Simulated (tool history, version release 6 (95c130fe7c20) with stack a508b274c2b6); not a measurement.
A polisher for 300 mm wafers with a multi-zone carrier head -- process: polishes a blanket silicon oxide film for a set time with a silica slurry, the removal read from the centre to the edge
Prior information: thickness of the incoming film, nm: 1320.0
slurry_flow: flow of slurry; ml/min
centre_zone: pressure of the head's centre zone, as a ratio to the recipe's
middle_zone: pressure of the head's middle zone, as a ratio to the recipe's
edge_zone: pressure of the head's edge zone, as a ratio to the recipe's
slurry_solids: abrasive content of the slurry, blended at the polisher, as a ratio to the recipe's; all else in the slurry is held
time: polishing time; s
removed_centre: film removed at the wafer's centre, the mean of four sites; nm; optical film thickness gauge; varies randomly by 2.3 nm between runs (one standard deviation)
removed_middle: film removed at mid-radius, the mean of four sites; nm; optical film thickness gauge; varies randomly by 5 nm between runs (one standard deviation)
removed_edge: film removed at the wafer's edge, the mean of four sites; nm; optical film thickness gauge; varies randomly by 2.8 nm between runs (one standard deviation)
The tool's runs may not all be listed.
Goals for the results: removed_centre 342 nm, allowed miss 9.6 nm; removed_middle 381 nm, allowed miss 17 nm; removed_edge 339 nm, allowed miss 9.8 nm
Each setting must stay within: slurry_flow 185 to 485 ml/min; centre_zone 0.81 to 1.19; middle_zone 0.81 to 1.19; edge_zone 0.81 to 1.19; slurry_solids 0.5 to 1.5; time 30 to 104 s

Run 1, hour 0: slurry_flow 310 ml/min, centre_zone 1, middle_zone 1, edge_zone 1, slurry_solids 1, time 67 s. Result: removed_centre 221.66 nm, removed_middle 224.23 nm, removed_edge 217.95 nm.
Run 2, hour 4.1: slurry_flow 310 ml/min, centre_zone 1, middle_zone 1, edge_zone 1, slurry_solids 0.85, time 67 s. Result: removed_centre 205.28 nm, removed_middle 211.8 nm, removed_edge 200.57 nm.
Run 3, hour 8.1: slurry_flow 315 ml/min, centre_zone 1, middle_zone 1.03, edge_zone 1.01, slurry_solids 0.95, time 69 s. Result: removed_centre 224.42 nm, removed_middle 228.04 nm, removed_edge 223.05 nm.
Run 4, hour 14.5: slurry_flow 310 ml/min, centre_zone 0.99, middle_zone 1.06, edge_zone 0.97, slurry_solids 1.05, time 72 s. Result: removed_centre 245.8 nm, removed_middle 259.7 nm, removed_edge 237.22 nm.
Run 5, hour 21.9: slurry_flow 310 ml/min, centre_zone 0.99, middle_zone 1.08, edge_zone 0.97, slurry_solids 1.15, time 73 s. Result: removed_centre 256.72 nm, removed_middle 274.36 nm, removed_edge 244.57 nm.
Run 6, hour 26.5: slurry_flow 310 ml/min, centre_zone 1.06, middle_zone 1.08, edge_zone 0.97, slurry_solids 1.15, time 73 s. Result: removed_centre 269.69 nm, removed_middle 286.92 nm, removed_edge 249.71 nm.
Run 7, hour 35.1: slurry_flow 315 ml/min, centre_zone 1.07, middle_zone 1.1, edge_zone 1.01, slurry_solids 1.2, time 74 s. Result: removed_centre 280.42 nm, removed_middle 293.94 nm, removed_edge 264.01 nm.
Run 8, hour 37.9: slurry_flow 315 ml/min, centre_zone 1.06, middle_zone 1.12, edge_zone 1.02, slurry_solids 1.25, time 75 s. Result: removed_centre 286.42 nm, removed_middle 304.46 nm, removed_edge 272.73 nm.

Which single option among these 4 for the next run brings every result within its allowed miss of target? Just one does.
Run A, hour 40.7: slurry_flow 345 ml/min, centre_zone 1.06, middle_zone 1.14, edge_zone 0.87, slurry_solids 1.2, time 90 s. Result: removed_centre ?, removed_middle ?, removed_edge ?.
Run B, hour 40.7: slurry_flow 400 ml/min, centre_zone 1.02, middle_zone 1.15, edge_zone 1.07, slurry_solids 1.35, time 87 s. Result: removed_centre ?, removed_middle ?, removed_edge ?.
Run C, hour 40.7: slurry_flow 360 ml/min, centre_zone 1.19, middle_zone 0.9, edge_zone 0.95, slurry_solids 1.2, time 72 s. Result: removed_centre ?, removed_middle ?, removed_edge ?.
Run D, hour 40.7: slurry_flow 250 ml/min, centre_zone 0.82, middle_zone 0.82, edge_zone 1.19, slurry_solids 1.25, time 79 s. Result: removed_centre ?, removed_middle ?, removed_edge ?.

move  removed_centre  removed_middle  removed_edge
   A          340.15          369.81        300.44
   B          338.82          381.79        337.92
   C          298.75          243.01         251.6
   D          239.95          241.52        304.14
A: an improvement on the last run, though not all results are within tolerance
B: hits every target within its allowed miss
C: the biggest miss grows against the last run
D: the biggest miss grows against the last run
Answer: B

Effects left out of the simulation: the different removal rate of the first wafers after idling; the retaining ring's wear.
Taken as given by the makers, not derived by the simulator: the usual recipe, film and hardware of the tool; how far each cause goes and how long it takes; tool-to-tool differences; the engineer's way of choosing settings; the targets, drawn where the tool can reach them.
